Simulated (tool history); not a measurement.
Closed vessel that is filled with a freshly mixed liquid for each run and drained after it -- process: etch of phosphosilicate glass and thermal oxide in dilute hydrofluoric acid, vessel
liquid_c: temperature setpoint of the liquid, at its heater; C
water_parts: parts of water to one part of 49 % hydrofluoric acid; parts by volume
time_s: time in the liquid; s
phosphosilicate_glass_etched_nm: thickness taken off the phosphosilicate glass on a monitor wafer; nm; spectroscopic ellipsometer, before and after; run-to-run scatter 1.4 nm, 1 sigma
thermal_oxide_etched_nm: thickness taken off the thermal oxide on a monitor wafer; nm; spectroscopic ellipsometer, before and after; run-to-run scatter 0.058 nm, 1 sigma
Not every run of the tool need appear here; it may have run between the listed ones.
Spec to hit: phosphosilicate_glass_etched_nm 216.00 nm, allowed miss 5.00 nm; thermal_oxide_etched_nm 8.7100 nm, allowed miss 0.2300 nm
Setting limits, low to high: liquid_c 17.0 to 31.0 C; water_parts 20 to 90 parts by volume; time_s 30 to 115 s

run  hour  liquid_c  water_parts  time_s  phosphosilicate_glass_etched_nm  thermal_oxide_etched_nm
  1   0.0      23.0           50      60                           149.51                   5.9876
  2   5.9      20.0           50      60                           133.08                   5.3910
  3  11.4      21.5           50      60                           139.79                   5.6782
  4  14.4      23.0           50      60                           149.11                   6.0334
  5  15.8      23.0           40      60                           192.36                   7.7057
  6  20.3      23.0           40      45                           143.24                   5.7470
  7  24.9      24.0           40      45                           149.07                   6.0103
  8  32.3      24.0           40      45                           147.62                   6.0219
  9  37.4      28.0           35      45                           201.75                   8.2030
 10  40.6      28.0           35      45                           200.58                   8.0721

Which of these 4 next moves meets every target?
  A  43.8      28.0           65      80                                ?                        ?
  B  43.8      25.0           45      60                                ?                        ?
  C  43.8      29.5           70      95                                ?                        ?
  D  43.8      29.0           55      65                                ?                        ?

move  phosphosilicate_glass_etched_nm  thermal_oxide_etched_nm
   A                           184.18                   7.4365
   B                           181.89                   7.3442
   C                           213.77                   8.6314
   D                           186.65                   7.5365
A: lands further from the targets than the last run did
B: lands further from the targets than the last run did
C: each result inside its tolerance
D: lands further from the targets than the last run did
The right move is C.
